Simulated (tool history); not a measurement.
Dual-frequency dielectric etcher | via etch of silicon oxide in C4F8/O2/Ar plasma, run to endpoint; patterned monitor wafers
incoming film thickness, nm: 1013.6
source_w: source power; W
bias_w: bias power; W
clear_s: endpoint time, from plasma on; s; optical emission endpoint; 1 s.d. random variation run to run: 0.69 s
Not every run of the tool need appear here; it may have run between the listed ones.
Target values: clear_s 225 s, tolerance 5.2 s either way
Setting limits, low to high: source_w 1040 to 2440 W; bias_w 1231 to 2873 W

run,day,source_w,bias_w,clear_s
1,0,1740,2052,203.96
2,0.025,1680,2032,205.51
3,0.071,1680,1823,209.47
4,0.346,1850,1823,204.13
5,0.475,1780,1788,206.73
6,0.692,1780,1942,204.52
7,0.908,1710,1903,208.9
8,1.242,1660,1885,210.1
9,1.271,1610,1863,212.21
10,1.629,1570,1842,216.24
11,1.679,1550,1833,216.24
12,1.908,1520,1822,217.22
13,2.267,1500,1811,219.28

Which one of the following 4 next-run settings gets every result inside its allowed miss? There is exactly one.
A,2.625,1350,1948,?
B,2.625,1900,1461,?
C,2.625,1270,1517,?
D,2.625,1560,1931,?

move,clear_s
A,225.15
B,212.71
C,241.86
D,215.09
A: every result lands within tolerance
B: the biggest miss grows against the last run
C: carries the result that was furthest off beyond its target, to the other side
D: the biggest miss grows against the last run
A is the move that brings every result within its allowed miss.

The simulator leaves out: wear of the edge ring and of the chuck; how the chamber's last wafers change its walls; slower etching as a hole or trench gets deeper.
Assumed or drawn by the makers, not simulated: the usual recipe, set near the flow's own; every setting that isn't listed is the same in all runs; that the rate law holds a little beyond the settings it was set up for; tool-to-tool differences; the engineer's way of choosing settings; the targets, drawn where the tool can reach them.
